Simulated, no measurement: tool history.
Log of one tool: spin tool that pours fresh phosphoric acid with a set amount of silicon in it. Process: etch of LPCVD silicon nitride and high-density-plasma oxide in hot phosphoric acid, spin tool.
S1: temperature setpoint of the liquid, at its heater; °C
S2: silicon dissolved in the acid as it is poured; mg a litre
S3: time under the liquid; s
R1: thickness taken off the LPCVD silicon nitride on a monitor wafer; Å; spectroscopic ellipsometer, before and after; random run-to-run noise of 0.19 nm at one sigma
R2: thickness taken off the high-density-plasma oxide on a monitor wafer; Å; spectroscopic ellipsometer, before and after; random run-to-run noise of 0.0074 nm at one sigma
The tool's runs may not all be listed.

| run | hour | S1 | S2 | S3 | R1 | R2 |
|---|---|---|---|---|---|---|
| 1 | 0 | 163 | 23.5 | 170 | 180.13 | 2.7459 |
| 2 | 3.3 | 163 | 28.5 | 170 | 179.28 | 2.8745 |
| 3 | 3.8 | 161.5 | 35 | 185 | 185 | 1.8352 |
| 4 | 4.9 | 161.5 | 35 | 240 | 238.26 | 2.2535 |
| 5 | 10.8 | 161.5 | 35 | 170 | 169.63 | 1.8873 |
| 6 | 13.8 | 160.5 | 39.5 | 190 | 184.44 | 1.346 |
| 7 | 21.9 | 160.5 | 42.5 | 200 | 196.2 | 0.97807 |

Expected results for the next run?
| 8 | 23.7 | 161 | 43 | 200 | ? | ? |

R1: 194.04 Å
R2: 1.0889 Å
